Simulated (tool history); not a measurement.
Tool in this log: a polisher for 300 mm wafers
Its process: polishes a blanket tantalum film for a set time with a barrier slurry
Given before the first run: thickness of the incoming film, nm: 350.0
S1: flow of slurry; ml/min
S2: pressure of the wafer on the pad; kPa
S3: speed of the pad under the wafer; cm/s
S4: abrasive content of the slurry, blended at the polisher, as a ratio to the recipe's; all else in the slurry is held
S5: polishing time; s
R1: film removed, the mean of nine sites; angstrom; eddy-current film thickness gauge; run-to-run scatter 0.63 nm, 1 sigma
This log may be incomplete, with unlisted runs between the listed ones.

Run 1, hour 0.0: S1 220 ml/min, S2 15.9 kPa, S3 94 cm/s, S4 1.0, S5 35 s. Result: R1 533.44 angstrom.
Run 2, hour 2.6: S1 265 ml/min, S2 15.9 kPa, S3 94 cm/s, S4 1.0, S5 35 s. Result: R1 538.53 angstrom.
Run 3, hour 7.4: S1 265 ml/min, S2 15.9 kPa, S3 94 cm/s, S4 1.0, S5 30 s. Result: R1 461.60 angstrom.
Run 4, hour 14.1: S1 265 ml/min, S2 17.2 kPa, S3 94 cm/s, S4 1.0, S5 30 s. Result: R1 501.67 angstrom.
Run 5, hour 22.5: S1 265 ml/min, S2 17.2 kPa, S3 94 cm/s, S4 0.9, S5 30 s. Result: R1 480.78 angstrom.
Run 6, hour 25.3: S1 265 ml/min, S2 17.2 kPa, S3 108 cm/s, S4 0.9, S5 30 s. Result: R1 532.99 angstrom.

The next listed run, before its measurement:
Run 7, hour 28.6: S1 265 ml/min, S2 17.2 kPa, S3 108 cm/s, S4 0.9, S5 30 s. Result: R1 ?.

{"run 7": {"R1": 534.66}}
